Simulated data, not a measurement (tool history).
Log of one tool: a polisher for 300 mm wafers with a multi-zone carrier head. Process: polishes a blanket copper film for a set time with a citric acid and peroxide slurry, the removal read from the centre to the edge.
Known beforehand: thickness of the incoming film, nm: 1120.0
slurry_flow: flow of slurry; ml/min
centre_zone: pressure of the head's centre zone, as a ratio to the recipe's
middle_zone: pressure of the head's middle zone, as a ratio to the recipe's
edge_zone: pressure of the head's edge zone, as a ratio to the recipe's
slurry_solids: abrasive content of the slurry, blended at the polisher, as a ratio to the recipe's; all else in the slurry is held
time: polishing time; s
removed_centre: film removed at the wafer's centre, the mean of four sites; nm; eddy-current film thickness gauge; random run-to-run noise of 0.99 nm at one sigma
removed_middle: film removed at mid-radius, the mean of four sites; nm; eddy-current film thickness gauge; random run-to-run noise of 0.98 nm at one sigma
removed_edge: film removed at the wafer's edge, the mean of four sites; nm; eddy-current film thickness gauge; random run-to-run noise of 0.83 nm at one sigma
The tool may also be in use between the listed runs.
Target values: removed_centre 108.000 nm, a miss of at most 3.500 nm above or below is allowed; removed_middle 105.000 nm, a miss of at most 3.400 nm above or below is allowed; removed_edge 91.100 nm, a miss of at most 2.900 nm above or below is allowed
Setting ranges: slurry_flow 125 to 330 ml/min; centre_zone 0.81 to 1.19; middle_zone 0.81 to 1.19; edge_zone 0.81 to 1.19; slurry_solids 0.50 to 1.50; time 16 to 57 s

{"run": 1, "day": 0.0, "slurry_flow": 210, "centre_zone": 1.0, "middle_zone": 1.0, "edge_zone": 1.0, "slurry_solids": 1.0, "time": 36, "removed_centre": 111.89, "removed_middle": 109.42, "removed_edge": 110.52}
{"run": 2, "day": 0.333, "slurry_flow": 210, "centre_zone": 1.0, "middle_zone": 1.0, "edge_zone": 1.0, "slurry_solids": 1.15, "time": 36, "removed_centre": 114.43, "removed_middle": 115.44, "removed_edge": 113.53}
{"run": 3, "day": 0.588, "slurry_flow": 250, "centre_zone": 1.0, "middle_zone": 1.0, "edge_zone": 1.0, "slurry_solids": 1.15, "time": 36, "removed_centre": 117.07, "removed_middle": 117.04, "removed_edge": 117.26}
{"run": 4, "day": 0.725, "slurry_flow": 250, "centre_zone": 1.0, "middle_zone": 0.93, "edge_zone": 1.0, "slurry_solids": 1.15, "time": 36, "removed_centre": 118.42, "removed_middle": 109.35, "removed_edge": 117.23}
{"run": 5, "day": 0.833, "slurry_flow": 250, "centre_zone": 1.0, "middle_zone": 0.93, "edge_zone": 1.0, "slurry_solids": 1.35, "time": 36, "removed_centre": 123.78, "removed_middle": 114.99, "removed_edge": 121.65}
{"run": 6, "day": 1.088, "slurry_flow": 285, "centre_zone": 1.0, "middle_zone": 0.93, "edge_zone": 1.0, "slurry_solids": 1.35, "time": 36, "removed_centre": 125.49, "removed_middle": 115.96, "removed_edge": 125.11}
{"run": 7, "day": 1.362, "slurry_flow": 265, "centre_zone": 1.01, "middle_zone": 0.95, "edge_zone": 0.97, "slurry_solids": 1.25, "time": 36, "removed_centre": 123.03, "removed_middle": 115.92, "removed_edge": 117.43}
{"run": 8, "day": 1.575, "slurry_flow": 255, "centre_zone": 1.01, "middle_zone": 0.95, "edge_zone": 0.94, "slurry_solids": 1.2, "time": 36, "removed_centre": 119.79, "removed_middle": 115.86, "removed_edge": 114.21}

Which one of the following 4 next-run settings gets every result inside its allowed miss? There is exactly one.
{"run": "A", "day": 1.788, "slurry_flow": 260, "centre_zone": 0.96, "middle_zone": 0.93, "edge_zone": 0.94, "slurry_solids": 0.95, "time": 33, "removed_centre": "?", "removed_middle": "?", "removed_edge": "?"}
{"run": "B", "day": 1.788, "slurry_flow": 255, "centre_zone": 1.06, "middle_zone": 1.04, "edge_zone": 0.81, "slurry_solids": 1.15, "time": 31, "removed_centre": "?", "removed_middle": "?", "removed_edge": "?"}
{"run": "C", "day": 1.788, "slurry_flow": 260, "centre_zone": 1.12, "middle_zone": 1.09, "edge_zone": 0.9, "slurry_solids": 1.25, "time": 27, "removed_centre": "?", "removed_middle": "?", "removed_edge": "?"}
{"run": "D", "day": 1.788, "slurry_flow": 305, "centre_zone": 1.13, "middle_zone": 1.0, "edge_zone": 0.92, "slurry_solids": 1.5, "time": 27, "removed_centre": "?", "removed_middle": "?", "removed_edge": "?"}

move=A removed_centre=99.615 removed_middle=95.303 removed_edge=97.851
move=B removed_centre=108.510 removed_middle=103.680 removed_edge=90.565
move=C removed_centre=102.240 removed_middle=96.361 removed_edge=84.730
move=D removed_centre=110.220 removed_middle=95.670 removed_edge=91.188
A: closer than the last run, but not yet in spec
B: meets every target
C: pushes the last run's worst result past its target
D: puts the biggest miss on target and leaves a different result outside tolerance
B is the move that brings every result within its allowed miss.
